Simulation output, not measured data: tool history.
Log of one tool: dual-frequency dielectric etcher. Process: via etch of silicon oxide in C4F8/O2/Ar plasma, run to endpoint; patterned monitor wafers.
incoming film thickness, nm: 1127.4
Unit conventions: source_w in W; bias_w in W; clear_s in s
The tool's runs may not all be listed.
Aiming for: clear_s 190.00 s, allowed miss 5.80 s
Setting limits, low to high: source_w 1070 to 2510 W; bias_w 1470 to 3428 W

| run | hour | source_w | bias_w | clear_s |
|---|---|---|---|---|
| 1 | 0.0 | 1790 | 2449 | 215.51 |
| 2 | 9.0 | 1870 | 2496 | 207.94 |
| 3 | 15.1 | 1640 | 2496 | 221.02 |
| 4 | 18.0 | 1730 | 2542 | 217.21 |
| 5 | 20.0 | 1730 | 2164 | 226.18 |
| 6 | 24.2 | 1730 | 2534 | 215.13 |
| 7 | 25.7 | 1800 | 2571 | 210.04 |
| 8 | 29.0 | 1850 | 2596 | 209.33 |
| 9 | 34.9 | 1910 | 2635 | 203.18 |
| 10 | 39.1 | 1950 | 2654 | 201.66 |
| 11 | 40.4 | 1980 | 2673 | 195.77 |
| 12 | 42.4 | 1990 | 2679 | 201.46 |
| 13 | 49.3 | 2240 | 2866 | 185.41 |
| 14 | 53.5 | 2220 | 2856 | 183.54 |

5 candidate next runs follow, results not yet known. Just one meets every target within its allowed miss. Identify it.
| A | 57.7 | 2340 | 2920 | ? |
| B | 57.7 | 2050 | 2853 | ? |
| C | 57.7 | 2350 | 3126 | ? |
| D | 57.7 | 2450 | 2956 | ? |
| E | 57.7 | 2390 | 3063 | ? |

| move | clear_s |
|---|---|
| A | 179.68 |
| B | 192.20 |
| C | 174.93 |
| D | 175.30 |
| E | 174.93 |
A: the biggest miss grows against the last run
B: all results in spec
C: the biggest miss grows against the last run
D: the biggest miss grows against the last run
E: the biggest miss grows against the last run
B meets every target.
